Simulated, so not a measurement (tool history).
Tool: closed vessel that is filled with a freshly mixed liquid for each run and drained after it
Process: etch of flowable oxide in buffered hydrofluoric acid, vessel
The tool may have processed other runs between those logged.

| run | day | temperature setpoint of the liquid (C) | parts of 40 % ammonium fluoride to one part of 49 % hydrofluoric acid (parts by volume) | time in the liquid (s) | thickness taken off the flowable oxide on a monitor wafer (angstrom) |
|---|---|---|---|---|---|
| 1 | 0 | 24 | 11.5 | 90 | 1300.3 |
| 2 | 0.192 | 23.5 | 11.5 | 90 | 1237.8 |
| 3 | 0.371 | 23.5 | 11.5 | 100 | 1384.7 |
| 4 | 0.7 | 23.5 | 13 | 100 | 1228.5 |
| 5 | 0.808 | 23.5 | 16 | 100 | 1004.7 |
| 6 | 1.062 | 24.5 | 16 | 100 | 1082.8 |
| 7 | 1.129 | 25 | 16 | 100 | 1107.9 |
|  | 1.188 | thermometer replaced |
| 8 | 1.188 | 25.5 | 16 | 100 | 1279.7 |

The next listed run, before its measurement:
| 9 | 1.283 | 25 | 16 | 100 | ? |

thickness taken off the flowable oxide on a monitor wafer (angstrom): 1263
